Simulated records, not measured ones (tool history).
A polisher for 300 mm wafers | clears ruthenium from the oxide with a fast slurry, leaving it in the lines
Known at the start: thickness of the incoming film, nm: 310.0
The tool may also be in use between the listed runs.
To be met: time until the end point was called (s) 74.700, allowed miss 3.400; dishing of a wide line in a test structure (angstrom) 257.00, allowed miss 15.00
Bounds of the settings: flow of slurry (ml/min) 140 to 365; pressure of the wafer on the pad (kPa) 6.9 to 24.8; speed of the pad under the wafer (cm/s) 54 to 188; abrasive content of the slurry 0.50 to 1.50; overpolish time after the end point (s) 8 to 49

run	day	flow of slurry (ml/min)	pressure of the wafer on the pad (kPa)	speed of the pad under the wafer (cm/s)	abrasive content of the slurry	overpolish time after the end point (s)	time until the end point was called (s)	dishing of a wide line in a test structure (angstrom)
1	0.000	235	15.9	120	1.00	25	71.831	684.95
2	0.225	290	15.9	120	1.00	25	71.095	712.31
3	0.471	290	15.9	120	1.00	32	71.236	822.35
4	0.767	290	15.9	148	1.00	32	57.662	920.26
5	0.817	290	15.9	148	0.80	32	65.097	893.05
6	1.175	290	15.9	148	0.80	24	65.492	731.41
7	1.279	275	15.2	148	0.85	22	66.841	670.98
8	1.617	260	14.5	148	0.90	21	68.306	631.83
9	1.850	260	14.5	148	0.90	21	68.721	626.18
10	2.200	250	13.8	148	0.95	20	68.525	601.92
11	2.238	240	13.1	148	1.00	19	72.792	554.72
12	2.433	230	12.4	150	1.05	18	73.796	526.41

Which of these 5 next moves meets every target?
A	2.629	200	14.5	144	0.80	35	?	?
B	2.629	210	11.0	164	1.15	8	?	?
C	2.629	210	12.4	140	0.95	8	?	?
D	2.629	280	15.2	122	0.95	32	?	?
E	2.629	240	11.7	174	1.15	8	?	?

move	time until the end point was called (s)	dishing of a wide line in a test structure (angstrom)
A	74.687	863.50
B	73.176	264.17
C	81.956	238.07
D	74.753	812.14
E	64.561	295.98
A: further off than the last run
B: meets every target
C: takes the result that was furthest off past its target
D: further off than the last run
E: nearer than the last run, and not there yet
Move B is the one to make.
